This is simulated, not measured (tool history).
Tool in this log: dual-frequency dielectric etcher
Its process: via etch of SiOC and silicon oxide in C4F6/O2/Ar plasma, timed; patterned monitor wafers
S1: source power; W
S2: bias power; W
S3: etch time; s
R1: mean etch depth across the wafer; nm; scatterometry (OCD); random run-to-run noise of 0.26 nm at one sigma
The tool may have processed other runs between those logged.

run 1 hour=0.0 | S1=280 S2=222 S3=92 | R1=93.058
run 2 hour=4.4 | S1=290 S2=223 S3=92 | R1=93.783
run 3 hour=10.7 | S1=300 S2=224 S3=92 | R1=95.353
run 4 hour=11.2 | S1=280 S2=224 S3=92 | R1=92.987
run 5 hour=18.6 | S1=290 S2=225 S3=92 | R1=94.723
run 6 hour=22.7 | S1=300 S2=225 S3=92 | R1=95.465
run 7 hour=27.2 | S1=310 S2=226 S3=92 | R1=96.440
run 8 hour=29.8 | S1=320 S2=227 S3=92 | R1=97.587
run 9 hour=34.8 | S1=320 S2=228 S3=92 | R1=97.956

Estimate the outcome of run 10 from the log above:
run 10 hour=36.4 | S1=320 S2=228 S3=92 | R1=?

R1: 98.095 nm
